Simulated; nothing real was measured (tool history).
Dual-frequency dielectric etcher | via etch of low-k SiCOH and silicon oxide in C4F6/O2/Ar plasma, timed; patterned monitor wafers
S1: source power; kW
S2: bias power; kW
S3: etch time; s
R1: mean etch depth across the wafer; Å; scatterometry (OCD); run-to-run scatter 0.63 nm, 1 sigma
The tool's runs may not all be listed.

{"run": 1, "day": 0.0, "S1": 0.46, "S2": 0.136, "S3": 105.5, "R1": 2928.5}
{"run": 2, "day": 0.171, "S1": 0.39, "S2": 0.136, "S3": 105.5, "R1": 2660.1}
{"run": 3, "day": 0.342, "S1": 0.38, "S2": 0.136, "S3": 105.5, "R1": 2633.5}
{"run": 4, "day": 0.708, "S1": 0.37, "S2": 0.136, "S3": 105.5, "R1": 2584.7}
{"run": 5, "day": 1.042, "S1": 0.42, "S2": 0.136, "S3": 105.5, "R1": 2783.4}
{"run": 6, "day": 1.179, "S1": 0.42, "S2": 0.136, "S3": 105.5, "R1": 2773.8}
{"run": 7, "day": 1.417, "S1": 0.32, "S2": 0.125, "S3": 105.5, "R1": 2298.5}

Run 8 comes next. What will it give?
{"run": 8, "day": 1.596, "S1": 0.33, "S2": 0.125, "S3": 105.5, "R1": "?"}

Run 8 came out at R1 2349 Å.
